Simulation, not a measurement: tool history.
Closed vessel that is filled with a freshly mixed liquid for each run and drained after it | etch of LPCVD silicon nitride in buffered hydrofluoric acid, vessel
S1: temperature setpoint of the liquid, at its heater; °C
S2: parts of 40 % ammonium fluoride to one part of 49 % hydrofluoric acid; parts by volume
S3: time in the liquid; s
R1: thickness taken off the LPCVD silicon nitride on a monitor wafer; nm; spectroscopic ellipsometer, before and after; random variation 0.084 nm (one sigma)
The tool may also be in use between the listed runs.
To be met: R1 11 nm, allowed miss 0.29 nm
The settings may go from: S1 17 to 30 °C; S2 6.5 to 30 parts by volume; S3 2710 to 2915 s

run,hour,S1,S2,S3,R1
1,0,22,19.5,2710,14.174
2,3,24.5,19.5,2710,16.378
3,9.4,23,19.5,2710,14.971
4,13.9,22,19.5,2710,14.283
5,18,21,19.5,2710,13.486
6,24.2,24,19.5,2710,15.896
7,27.9,22.5,19.5,2710,14.612
8,35.2,21.5,19.5,2710,13.892
9,43.1,20.5,19.5,2710,13.13
10,48.3,20.5,19.5,2710,12.889
11,55.5,20,19.5,2710,12.693
12,64.1,20,19.5,2710,12.812
13,72.9,19.5,19.5,2710,12.156
14,78.3,19,19.5,2710,12.008

5 next moves are on the table. One of them brings every result within its allowed miss. Which?
A,83.7,20,23.5,2715,?
B,83.7,17,22.5,2905,?
C,83.7,17.5,23,2870,?
D,83.7,17,19,2815,?
E,83.7,17,21,2820,?

move,R1
A,11.17
B,10.387
C,10.401
D,11.488
E,10.576
A: meets every target
B: takes the result that was furthest off past its target
C: takes the result that was furthest off past its target
D: nearer than the last run, and not there yet
E: takes the result that was furthest off past its target
Move A is the one to make.

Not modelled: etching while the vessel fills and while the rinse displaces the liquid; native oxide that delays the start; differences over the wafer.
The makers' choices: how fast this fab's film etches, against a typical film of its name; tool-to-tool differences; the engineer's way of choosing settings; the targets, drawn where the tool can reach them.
